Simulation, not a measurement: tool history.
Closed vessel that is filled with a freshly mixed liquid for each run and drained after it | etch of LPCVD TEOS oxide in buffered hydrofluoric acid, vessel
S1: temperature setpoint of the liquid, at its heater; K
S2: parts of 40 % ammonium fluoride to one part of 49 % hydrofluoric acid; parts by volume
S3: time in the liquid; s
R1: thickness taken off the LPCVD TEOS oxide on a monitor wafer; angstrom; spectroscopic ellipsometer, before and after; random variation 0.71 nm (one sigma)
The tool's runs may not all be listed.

| run | day | S1 | S2 | S3 | R1 |
|---|---|---|---|---|---|
| 1 | 0 | 294.15 | 10.5 | 90 | 1964.3 |
| 2 | 0.071 | 294.15 | 10.5 | 90 | 1950.4 |
| 3 | 0.154 | 296.65 | 10.5 | 90 | 2225.1 |
| 4 | 0.25 | 299.65 | 10.5 | 90 | 2624.7 |
| 5 | 0.6 | 296.65 | 11 | 90 | 2151.2 |
| 6 | 0.875 | 294.65 | 11.5 | 90 | 1842 |
| 7 | 1.225 | 293.15 | 11.5 | 90 | 1674.8 |

Forecast run 8:
| 8 | 1.279 | 292.15 | 11.5 | 90 | ? |

R1: 1587.3 angstrom
